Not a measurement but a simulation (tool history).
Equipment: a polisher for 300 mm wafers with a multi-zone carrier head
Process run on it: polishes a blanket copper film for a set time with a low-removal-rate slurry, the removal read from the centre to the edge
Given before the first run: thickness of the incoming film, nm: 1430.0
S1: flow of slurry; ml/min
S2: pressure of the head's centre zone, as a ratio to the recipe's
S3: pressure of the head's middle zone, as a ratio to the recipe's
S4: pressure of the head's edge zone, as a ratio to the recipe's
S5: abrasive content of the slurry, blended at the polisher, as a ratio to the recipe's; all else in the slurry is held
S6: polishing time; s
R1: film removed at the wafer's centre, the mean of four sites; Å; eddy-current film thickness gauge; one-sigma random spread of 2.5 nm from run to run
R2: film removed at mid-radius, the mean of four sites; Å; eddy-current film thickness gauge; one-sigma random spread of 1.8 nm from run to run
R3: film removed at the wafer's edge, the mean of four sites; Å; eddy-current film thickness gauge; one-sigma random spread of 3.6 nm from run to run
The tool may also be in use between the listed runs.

| run | hour | S1 | S2 | S3 | S4 | S5 | S6 | R1 | R2 | R3 |
|---|---|---|---|---|---|---|---|---|---|---|
| 1 | 0.0 | 145 | 1.00 | 1.00 | 1.00 | 1.00 | 67 | 1849.0 | 1857.7 | 1793.0 |
| 2 | 6.0 | 145 | 0.94 | 1.00 | 1.00 | 1.00 | 67 | 1722.3 | 1846.6 | 1777.0 |
| 3 | 14.6 | 145 | 0.94 | 1.05 | 1.00 | 1.00 | 67 | 1752.9 | 1920.5 | 1808.4 |
| 4 | 19.2 | 145 | 0.94 | 1.09 | 1.00 | 1.00 | 67 | 1712.8 | 1991.1 | 1757.1 |
| 5 | 21.1 | 145 | 0.90 | 1.09 | 1.00 | 1.00 | 67 | 1669.7 | 1987.8 | 1796.3 |
| 6 | 26.4 | 150 | 0.92 | 1.07 | 1.02 | 1.05 | 68 | 1759.6 | 2034.1 | 1925.0 |
| 7 | 31.6 | 155 | 0.95 | 1.06 | 1.03 | 1.05 | 68 | 1828.0 | 2027.2 | 1912.3 |
| 8 | 36.4 | 170 | 1.05 | 0.96 | 1.13 | 1.30 | 77 | 2415.4 | 2306.0 | 2358.4 |

What does the tool deliver on the next run?
| 9 | 40.2 | 170 | 1.06 | 0.95 | 1.13 | 1.30 | 77 | ? | ? | ? |

For run 9 the tool returned R1 2502.6 Å, R2 2232.2 Å, R3 2396.0 Å.
